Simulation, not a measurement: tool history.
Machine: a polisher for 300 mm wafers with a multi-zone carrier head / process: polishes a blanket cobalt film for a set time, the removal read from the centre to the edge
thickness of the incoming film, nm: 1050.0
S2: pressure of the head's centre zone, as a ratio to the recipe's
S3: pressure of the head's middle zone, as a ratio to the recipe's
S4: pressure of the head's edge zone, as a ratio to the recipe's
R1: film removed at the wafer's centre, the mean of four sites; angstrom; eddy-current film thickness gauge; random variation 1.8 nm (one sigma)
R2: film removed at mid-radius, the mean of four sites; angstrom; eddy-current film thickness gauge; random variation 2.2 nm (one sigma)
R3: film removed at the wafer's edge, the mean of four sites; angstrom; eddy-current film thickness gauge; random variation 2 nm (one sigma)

run 1 hour=0.0 | flow_of_slurry_(ml/min)=255 S2=1.00 S3=1.00 S4=1.00 polishing_time_(s)=64 | R1=2788.4 R2=2429.3 R3=2560.7
run 2 hour=2.5 | flow_of_slurry_(ml/min)=265 S2=0.98 S3=1.03 S4=1.01 polishing_time_(s)=64 | R1=2731.8 R2=2528.0 R3=2520.8
run 3 hour=4.4 | flow_of_slurry_(ml/min)=225 S2=0.98 S3=1.03 S4=1.01 polishing_time_(s)=64 | R1=2689.6 R2=2473.6 R3=2520.5
run 4 hour=12.6 | flow_of_slurry_(ml/min)=205 S2=0.98 S3=1.03 S4=1.01 polishing_time_(s)=64 | R1=2648.1 R2=2414.5 R3=2470.7
run 5 hour=19.1 | flow_of_slurry_(ml/min)=155 S2=0.98 S3=1.03 S4=1.01 polishing_time_(s)=64 | R1=2528.2 R2=2364.7 R3=2394.3
run 6 hour=22.8 | flow_of_slurry_(ml/min)=155 S2=0.98 S3=1.07 S4=1.01 polishing_time_(s)=64 | R1=2530.5 R2=2436.2 R3=2467.9
run 7 hour=25.3 | flow_of_slurry_(ml/min)=180 S2=0.97 S3=1.10 S4=1.00 polishing_time_(s)=64 | R1=2591.6 R2=2563.4 R3=2468.4

The next listed run, before its measurement:
run 8 hour=32.4 | flow_of_slurry_(ml/min)=195 S2=0.96 S3=1.12 S4=1.02 polishing_time_(s)=64 | R1=? R2=? R3=?

{"run 8": {"R1": 2559.3, "R2": 2620.6, "R3": 2493.8}}
